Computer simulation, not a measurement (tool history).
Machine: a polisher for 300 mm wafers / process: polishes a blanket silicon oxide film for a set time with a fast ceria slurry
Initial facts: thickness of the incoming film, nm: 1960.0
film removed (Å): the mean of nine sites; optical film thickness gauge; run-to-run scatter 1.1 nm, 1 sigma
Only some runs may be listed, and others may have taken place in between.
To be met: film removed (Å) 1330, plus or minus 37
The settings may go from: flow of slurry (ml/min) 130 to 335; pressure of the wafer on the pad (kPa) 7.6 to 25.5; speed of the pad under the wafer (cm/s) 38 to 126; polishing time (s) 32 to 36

run  hour  flow of slurry (ml/min)  pressure of the wafer on the pad (kPa)  speed of the pad under the wafer (cm/s)  polishing time (s)  film removed (Å)
  1     0                      215                                    16.5                                       82                  36            3298.8
  2   1.8                      215                                    13.1                                       82                  36            2617.9
  3   7.7                      215                                    16.5                                       82                  36            3234.8
  4  13.8                      210                                    13.8                                       74                  36              2511
  5  21.8                      210                                    13.8                                       88                  36            2939.1
  6  26.9                      210                                    13.8                                       88                  36            2947.3
  7  30.3                      210                                    11.7                                       76                  36            2149.5
     31.8  -- slurry nozzle cleaned
  8  31.8                      205                                    10.3                                       72                  36            1958.5
  9  33.5                      205                                     9.7                                       66                  36            1684.5
 10  34.7                      205                                       9                                       64                  36            1523.9
 11  42.1                      205                                     8.3                                       64                  36              1415

Pick the move, out of 4, that brings all results within their allowed miss; only one does.
  A  49.5                      195                                     7.6                                       70                  34                 ?
  B  49.5                      175                                     8.3                                       82                  33                 ?
  C  49.5                      235                                     8.3                                       78                  32                 ?
  D  49.5                      260                                     9.7                                       62                  33                 ?

move  film removed (Å)
   A            1334.6
   B            1609.7
   C            1552.5
   D            1501.9
A: all results in spec
B: its largest miss is bigger than the last run's
C: its largest miss is bigger than the last run's
D: its largest miss is bigger than the last run's
The move that meets every target is A.
